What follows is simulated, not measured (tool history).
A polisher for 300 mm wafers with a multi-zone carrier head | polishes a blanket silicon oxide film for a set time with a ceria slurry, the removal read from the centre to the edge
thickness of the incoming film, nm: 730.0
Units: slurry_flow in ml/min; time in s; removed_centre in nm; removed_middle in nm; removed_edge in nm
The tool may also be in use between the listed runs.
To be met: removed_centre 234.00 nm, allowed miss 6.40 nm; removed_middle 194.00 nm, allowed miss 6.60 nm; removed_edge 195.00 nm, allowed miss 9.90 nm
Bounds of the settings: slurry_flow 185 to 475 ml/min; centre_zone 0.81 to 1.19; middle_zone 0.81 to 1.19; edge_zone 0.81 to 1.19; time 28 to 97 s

run	hour	slurry_flow	centre_zone	middle_zone	edge_zone	time	removed_centre	removed_middle	removed_edge
1	0.0	305	1.00	1.00	1.00	62	231.48	233.56	233.18
2	5.2	305	1.00	1.00	1.00	47	175.80	176.34	169.78
3	14.0	305	0.92	1.00	1.00	47	157.05	175.20	173.90
4	21.9	360	0.92	1.00	1.00	47	162.95	178.04	175.71
5	27.4	360	0.92	1.00	1.00	61	215.36	231.22	222.35
6	33.5	360	0.92	1.05	1.00	61	207.18	241.33	221.27
7	40.1	370	0.93	1.03	0.99	60	210.37	235.13	220.59
8	46.2	380	0.94	1.02	0.98	59	210.96	226.72	216.19

4 next moves are on the table. One of them brings every result within its allowed miss. Which?
A	52.3	375	1.09	0.94	0.96	53	?	?	?
B	52.3	455	1.04	0.88	0.86	55	?	?	?
C	52.3	465	1.14	0.93	0.95	53	?	?	?
D	52.3	435	1.10	0.96	0.84	56	?	?	?

move	removed_centre	removed_middle	removed_edge
A	219.49	196.81	190.92
B	220.48	198.43	193.20
C	233.46	198.37	192.52
D	236.87	213.18	194.62
A: brings the result that was furthest off to its target, and leaves another outside
B: brings the result that was furthest off to its target, and leaves another outside
C: meets every target
D: nearer than the last run, and not there yet
Move C is the one to make.
